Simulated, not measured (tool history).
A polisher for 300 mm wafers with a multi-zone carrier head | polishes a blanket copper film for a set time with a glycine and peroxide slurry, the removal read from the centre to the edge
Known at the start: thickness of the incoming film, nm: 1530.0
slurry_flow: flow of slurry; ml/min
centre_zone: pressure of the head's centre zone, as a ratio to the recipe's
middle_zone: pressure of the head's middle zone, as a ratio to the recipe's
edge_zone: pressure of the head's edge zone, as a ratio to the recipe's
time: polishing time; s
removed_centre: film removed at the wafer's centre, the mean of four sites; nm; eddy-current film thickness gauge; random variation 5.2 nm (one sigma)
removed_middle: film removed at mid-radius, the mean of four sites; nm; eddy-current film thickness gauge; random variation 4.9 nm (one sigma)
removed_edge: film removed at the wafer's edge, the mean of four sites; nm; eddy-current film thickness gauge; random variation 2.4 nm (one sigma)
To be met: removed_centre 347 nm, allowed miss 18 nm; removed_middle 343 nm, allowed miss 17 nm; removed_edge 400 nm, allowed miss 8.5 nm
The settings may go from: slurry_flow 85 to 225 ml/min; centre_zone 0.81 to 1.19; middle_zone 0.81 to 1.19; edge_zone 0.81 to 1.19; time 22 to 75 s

| run | day | slurry_flow | centre_zone | middle_zone | edge_zone | time | removed_centre | removed_middle | removed_edge |
|---|---|---|---|---|---|---|---|---|---|
| 1 | 0 | 145 | 1 | 1 | 1 | 48 | 290.21 | 292.11 | 288.01 |
| 2 | 0.338 | 145 | 1 | 1 | 1.04 | 48 | 286.2 | 289.22 | 294.37 |
| 3 | 0.488 | 145 | 1 | 0.97 | 1.04 | 48 | 285.47 | 279.25 | 293.56 |
| 4 | 0.838 | 145 | 1 | 0.91 | 1.04 | 48 | 288.79 | 263.68 | 292.6 |
| 5 | 0.929 | 145 | 1 | 0.91 | 0.99 | 48 | 281.98 | 265.96 | 288.23 |
| 6 | 1.192 | 145 | 1 | 0.87 | 0.99 | 48 | 288.49 | 253.68 | 289.35 |
| 7 | 1.392 | 155 | 0.98 | 0.88 | 1.03 | 51 | 305.17 | 281.82 | 316.17 |
| 8 | 1.638 | 165 | 0.96 | 0.87 | 1.07 | 52 | 314.24 | 280.26 | 332.28 |

Which of these 5 next moves meets every target?
| A | 1.883 | 125 | 0.82 | 0.86 | 1.14 | 69 | ? | ? | ? |
| B | 1.883 | 160 | 0.81 | 0.85 | 1.12 | 65 | ? | ? | ? |
| C | 1.883 | 120 | 0.81 | 0.97 | 1.18 | 65 | ? | ? | ? |
| D | 1.883 | 170 | 1.08 | 1.18 | 0.87 | 44 | ? | ? | ? |
| E | 1.883 | 155 | 0.9 | 0.87 | 1.09 | 63 | ? | ? | ? |

| move | removed_centre | removed_middle | removed_edge |
|---|---|---|---|
| A | 321.58 | 348.9 | 434.41 |
| B | 318.02 | 343.96 | 421.52 |
| C | 295.87 | 355.85 | 412.9 |
| D | 291.94 | 302.14 | 254.42 |
| E | 340.49 | 336.91 | 401.19 |
A: takes the result that was furthest off past its target
B: takes the result that was furthest off past its target
C: takes the result that was furthest off past its target
D: further off than the last run
E: meets every target
The right move is E.
